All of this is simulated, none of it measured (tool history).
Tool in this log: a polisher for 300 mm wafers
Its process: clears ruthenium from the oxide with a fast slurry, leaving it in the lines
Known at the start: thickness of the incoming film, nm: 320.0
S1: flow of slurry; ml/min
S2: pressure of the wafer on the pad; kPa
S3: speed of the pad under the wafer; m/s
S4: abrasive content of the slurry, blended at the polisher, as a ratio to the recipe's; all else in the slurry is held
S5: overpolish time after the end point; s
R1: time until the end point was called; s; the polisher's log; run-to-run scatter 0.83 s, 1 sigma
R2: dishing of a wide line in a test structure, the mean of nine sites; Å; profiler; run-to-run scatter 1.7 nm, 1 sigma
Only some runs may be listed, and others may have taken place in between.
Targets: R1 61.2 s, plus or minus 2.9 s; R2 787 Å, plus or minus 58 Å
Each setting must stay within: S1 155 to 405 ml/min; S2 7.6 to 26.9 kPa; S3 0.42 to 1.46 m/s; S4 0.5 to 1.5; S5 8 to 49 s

Run 1, day 0: S1 260 ml/min, S2 17.2 kPa, S3 0.94 m/s, S4 1, S5 25 s. Result: R1 85.276 s, R2 532.59 Å.
Run 2, day 0.079: S1 235 ml/min, S2 17.2 kPa, S3 0.94 m/s, S4 1, S5 25 s. Result: R1 89.112 s, R2 522.36 Å.
Run 3, day 0.242: S1 235 ml/min, S2 17.2 kPa, S3 0.94 m/s, S4 1, S5 29 s. Result: R1 86.132 s, R2 576.32 Å.
Run 4, day 0.358: S1 235 ml/min, S2 17.2 kPa, S3 0.94 m/s, S4 1, S5 34 s. Result: R1 86.737 s, R2 624.9 Å.
Run 5, day 0.683: S1 240 ml/min, S2 18.6 kPa, S3 0.94 m/s, S4 1, S5 34 s. Result: R1 82.48 s, R2 658.76 Å.
Run 6, day 0.8: S1 240 ml/min, S2 15.9 kPa, S3 0.94 m/s, S4 1, S5 34 s. Result: R1 91.51 s, R2 635.11 Å.
Run 7, day 0.929: S1 245 ml/min, S2 17.9 kPa, S3 0.96 m/s, S4 1, S5 35 s. Result: R1 81.238 s, R2 653.45 Å.
Run 8, day 1.171: S1 250 ml/min, S2 19.3 kPa, S3 0.96 m/s, S4 1, S5 36 s. Result: R1 78.332 s, R2 673.18 Å.
Run 9, day 1.496: S1 250 ml/min, S2 19.3 kPa, S3 0.96 m/s, S4 1, S5 36 s. Result: R1 76.45 s, R2 710.55 Å.
Run 10, day 1.575: S1 255 ml/min, S2 20.7 kPa, S3 0.96 m/s, S4 1, S5 36 s. Result: R1 72.341 s, R2 708.57 Å.
Run 11, day 1.829: S1 255 ml/min, S2 21.4 kPa, S3 0.96 m/s, S4 1, S5 36 s. Result: R1 71.368 s, R2 725.48 Å.
Run 12, day 1.879: S1 255 ml/min, S2 22.1 kPa, S3 0.96 m/s, S4 1, S5 36 s. Result: R1 70.017 s, R2 724.47 Å.
Run 13, day 1.942: S1 255 ml/min, S2 22.8 kPa, S3 0.96 m/s, S4 1, S5 36 s. Result: R1 69.524 s, R2 731.91 Å.
Run 14, day 2.125: S1 260 ml/min, S2 23.4 kPa, S3 0.96 m/s, S4 1, S5 36 s. Result: R1 66.063 s, R2 735.62 Å.
Run 15, day 2.279: S1 260 ml/min, S2 24.1 kPa, S3 0.96 m/s, S4 1, S5 36 s. Result: R1 63.671 s, R2 766.87 Å.

4 next moves are on the table. One of them brings every result within its allowed miss. Which?
Run A, day 2.433: S1 245 ml/min, S2 23.4 kPa, S3 0.86 m/s, S4 1.15, S5 36 s. Result: R1 ?, R2 ?.
Run B, day 2.433: S1 245 ml/min, S2 22.1 kPa, S3 0.98 m/s, S4 1.05, S5 38 s. Result: R1 ?, R2 ?.
Run C, day 2.433: S1 260 ml/min, S2 24.8 kPa, S3 1 m/s, S4 1, S5 35 s. Result: R1 ?, R2 ?.
Run D, day 2.433: S1 240 ml/min, S2 24.8 kPa, S3 0.9 m/s, S4 1, S5 41 s. Result: R1 ?, R2 ?.

move      R1      R2
   A  69.511  735.71
   B  67.696  761.92
   C  61.224   767.7
   D  67.679  785.69
A: misses by more than the last run did
B: misses by more than the last run did
C: all results land within tolerance of their targets
D: misses by more than the last run did
Answer: C
